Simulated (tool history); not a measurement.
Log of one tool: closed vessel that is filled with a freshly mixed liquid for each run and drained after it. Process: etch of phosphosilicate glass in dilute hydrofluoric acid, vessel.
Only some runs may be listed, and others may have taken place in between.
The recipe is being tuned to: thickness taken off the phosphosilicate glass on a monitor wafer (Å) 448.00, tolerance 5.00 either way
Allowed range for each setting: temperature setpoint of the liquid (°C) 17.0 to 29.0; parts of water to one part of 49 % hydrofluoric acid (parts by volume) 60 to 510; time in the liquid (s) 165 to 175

run  hour  temperature setpoint of the liquid (°C)  parts of water to one part of 49 % hydrofluoric acid (parts by volume)  time in the liquid (s)  thickness taken off the phosphosilicate glass on a monitor wafer (Å)
  1   0.0                                     21.0                                                                     285                     165                                                                228.33
  2   7.3                                     23.0                                                                     265                     165                                                                269.68
  3  16.2                                     20.0                                                                     265                     165                                                                240.88
  4  19.2                                     22.0                                                                     265                     165                                                                259.05
  5  25.2                                     22.0                                                                     355                     165                                                                178.99
  6  28.9                                     18.5                                                                     355                     165                                                                157.64
     36.6  -- thermometer replaced
  7  36.6                                     21.0                                                                     320                     165                                                                205.51
  8  37.9                                     23.0                                                                     290                     165                                                                250.07

Of the 4 settings listed for the next run, only one would bring every result within its allowed miss of target. Which one?
  A  39.2                                     25.5                                                                     200                     175                                                                     ?
  B  39.2                                     23.0                                                                     185                     175                                                                     ?
  C  39.2                                     24.5                                                                     195                     175                                                                     ?
  D  39.2                                     23.0                                                                     190                     175                                                                     ?

move  thickness taken off the phosphosilicate glass on a monitor wafer (Å)
   A                                                                463.58
   B                                                                464.38
   C                                                                460.91
   D                                                                449.75
A: pushes the last run's worst result past its target
B: pushes the last run's worst result past its target
C: pushes the last run's worst result past its target
D: every result lands within tolerance
So the answer is move D, the one that meets all the targets.
